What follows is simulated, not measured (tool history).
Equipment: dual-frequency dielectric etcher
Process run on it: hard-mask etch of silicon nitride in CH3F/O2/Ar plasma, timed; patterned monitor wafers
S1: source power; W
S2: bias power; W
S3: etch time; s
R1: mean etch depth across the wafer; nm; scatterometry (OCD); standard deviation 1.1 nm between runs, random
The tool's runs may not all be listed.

Run 1, hour 0: S1 480 W, S2 79 W, S3 276.5 s. Result: R1 235.16 nm.
Run 2, hour 7.4: S1 450 W, S2 77 W, S3 276.5 s. Result: R1 226.42 nm.
Run 3, hour 9.4: S1 430 W, S2 76 W, S3 276.5 s. Result: R1 221.38 nm.
Run 4, hour 12.8: S1 410 W, S2 75 W, S3 276.5 s. Result: R1 213.72 nm.
Run 5, hour 20.4: S1 410 W, S2 75 W, S3 276.5 s. Result: R1 212.89 nm.
Run 6, hour 21.6: S1 370 W, S2 75 W, S3 276.5 s. Result: R1 207.77 nm.
Run 7, hour 24.8: S1 300 W, S2 72 W, S3 276.5 s. Result: R1 187.84 nm.

What does the tool deliver on the next run?
Run 8, hour 27.4: S1 310 W, S2 72 W, S3 276.5 s. Result: R1 ?.

{"run 8": {"R1": 188.92}}
